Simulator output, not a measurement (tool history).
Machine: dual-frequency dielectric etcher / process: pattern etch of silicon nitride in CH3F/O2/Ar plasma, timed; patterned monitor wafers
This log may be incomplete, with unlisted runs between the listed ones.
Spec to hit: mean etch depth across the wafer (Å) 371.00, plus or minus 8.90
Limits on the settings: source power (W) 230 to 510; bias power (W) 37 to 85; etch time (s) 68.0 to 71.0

run,hour,source power (W),bias power (W),etch time (s),mean etch depth across the wafer (Å)
1,0.0,370,61,68.0,437.05
2,2.7,330,58,68.0,404.51
3,3.6,270,58,68.0,349.57
4,12.0,280,58,68.0,353.70
5,15.1,240,58,68.0,317.19
6,19.7,240,58,68.0,317.75
7,21.2,260,58,68.0,336.75
8,22.1,260,58,68.0,337.78
9,25.2,270,58,68.0,351.90
10,29.8,280,58,68.0,358.02

Which of these 4 next moves meets every target?
A,34.4,260,79,69.5,?
B,34.4,290,65,68.5,?
C,34.4,270,67,69.0,?
D,34.4,320,58,69.5,?

move,mean etch depth across the wafer (Å)
A,390.60
B,385.16
C,373.01
D,399.39
A: the result that was furthest off in the last run now lies on the other side of its target
B: the result that was furthest off in the last run now lies on the other side of its target
C: meets every target
D: the result that was furthest off in the last run now lies on the other side of its target
C is the move that brings every result within its allowed miss.
